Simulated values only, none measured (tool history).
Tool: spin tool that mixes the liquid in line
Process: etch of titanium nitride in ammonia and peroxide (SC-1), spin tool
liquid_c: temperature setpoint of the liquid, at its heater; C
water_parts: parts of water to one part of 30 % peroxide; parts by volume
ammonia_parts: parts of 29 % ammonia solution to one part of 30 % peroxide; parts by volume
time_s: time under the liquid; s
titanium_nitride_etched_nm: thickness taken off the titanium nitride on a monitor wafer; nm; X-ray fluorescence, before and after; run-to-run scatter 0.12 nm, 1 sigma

run,hour,liquid_c,water_parts,ammonia_parts,time_s,titanium_nitride_etched_nm
1,0,51,8.5,0.4,90,5.5933
2,3.2,51,11.5,0.4,90,4.7904
3,9.4,55,11.5,0.4,90,6.3974
4,14.7,55,11.5,0.4,90,6.2182
5,20.7,58,11.5,0.4,90,7.7932
6,27.4,54.5,11.5,0.4,90,6.0894
7,34.3,62.5,11.5,0.4,90,10.427

Forecast run 8:
# hour 41.6: heated supply line repaired
8,41.6,65.5,11.5,0.4,90,?

titanium_nitride_etched_nm: 15.578 nm
